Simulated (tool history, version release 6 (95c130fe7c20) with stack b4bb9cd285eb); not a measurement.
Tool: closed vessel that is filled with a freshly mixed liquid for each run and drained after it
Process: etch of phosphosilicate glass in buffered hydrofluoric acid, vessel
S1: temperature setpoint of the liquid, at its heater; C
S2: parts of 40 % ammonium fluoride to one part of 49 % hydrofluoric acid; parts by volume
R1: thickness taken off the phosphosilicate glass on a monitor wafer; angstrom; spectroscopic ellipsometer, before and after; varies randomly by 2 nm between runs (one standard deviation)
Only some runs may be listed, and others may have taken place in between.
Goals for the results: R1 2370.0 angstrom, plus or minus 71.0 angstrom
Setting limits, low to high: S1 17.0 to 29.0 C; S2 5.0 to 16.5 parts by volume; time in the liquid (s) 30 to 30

Run 1, hour 0.0: S1 21.0 C, S2 10.0 parts by volume, time in the liquid (s) 30. Result: R1 1626.0 angstrom.
Run 2, hour 4.9: S1 22.0 C, S2 10.0 parts by volume, time in the liquid (s) 30. Result: R1 1690.8 angstrom.
Run 3, hour 12.2: S1 22.0 C, S2 11.0 parts by volume, time in the liquid (s) 30. Result: R1 1545.7 angstrom.
Run 4, hour 13.7: S1 24.0 C, S2 11.0 parts by volume, time in the liquid (s) 30. Result: R1 1724.1 angstrom.
Run 5, hour 18.0: S1 24.0 C, S2 13.0 parts by volume, time in the liquid (s) 30. Result: R1 1435.3 angstrom.
Run 6, hour 23.2: S1 24.0 C, S2 12.0 parts by volume, time in the liquid (s) 30. Result: R1 1589.3 angstrom.
Run 7, hour 27.2: S1 24.5 C, S2 12.0 parts by volume, time in the liquid (s) 30. Result: R1 1614.4 angstrom.
Run 8, hour 33.9: S1 25.0 C, S2 12.0 parts by volume, time in the liquid (s) 30. Result: R1 1671.3 angstrom.
Run 9, hour 35.6: S1 25.5 C, S2 12.0 parts by volume, time in the liquid (s) 30. Result: R1 1749.2 angstrom.
Run 10, hour 39.7: S1 26.0 C, S2 12.0 parts by volume, time in the liquid (s) 30. Result: R1 1783.7 angstrom.
Run 11, hour 43.6: S1 26.5 C, S2 12.0 parts by volume, time in the liquid (s) 30. Result: R1 1835.4 angstrom.
Run 12, hour 45.4: S1 27.0 C, S2 12.0 parts by volume, time in the liquid (s) 30. Result: R1 1851.5 angstrom.
Run 13, hour 50.9: S1 28.0 C, S2 11.0 parts by volume, time in the liquid (s) 30. Result: R1 2130.8 angstrom.
Run 14, hour 52.3: S1 28.5 C, S2 10.5 parts by volume, time in the liquid (s) 30. Result: R1 2245.8 angstrom.

Exactly one of the 5 candidate moves below puts every result within its allowed miss. Which one?
Run A, hour 53.7: S1 29.0 C, S2 11.0 parts by volume, time in the liquid (s) 30. Result: R1 ?.
Run B, hour 53.7: S1 29.0 C, S2 10.5 parts by volume, time in the liquid (s) 30. Result: R1 ?.
Run C, hour 53.7: S1 29.0 C, S2 9.5 parts by volume, time in the liquid (s) 30. Result: R1 ?.
Run D, hour 53.7: S1 29.0 C, S2 10.0 parts by volume, time in the liquid (s) 30. Result: R1 ?.
Run E, hour 53.7: S1 27.0 C, S2 8.5 parts by volume, time in the liquid (s) 30. Result: R1 ?.

move      R1
   A  2255.5
   B  2359.9
   C  2555.6
   D  2474.5
   E  2529.5
A: closes in on the targets versus the last run, not all within tolerance yet
B: every result within its allowed miss
C: pushes the last run's worst result past its target
D: pushes the last run's worst result past its target
E: pushes the last run's worst result past its target
B meets every target.
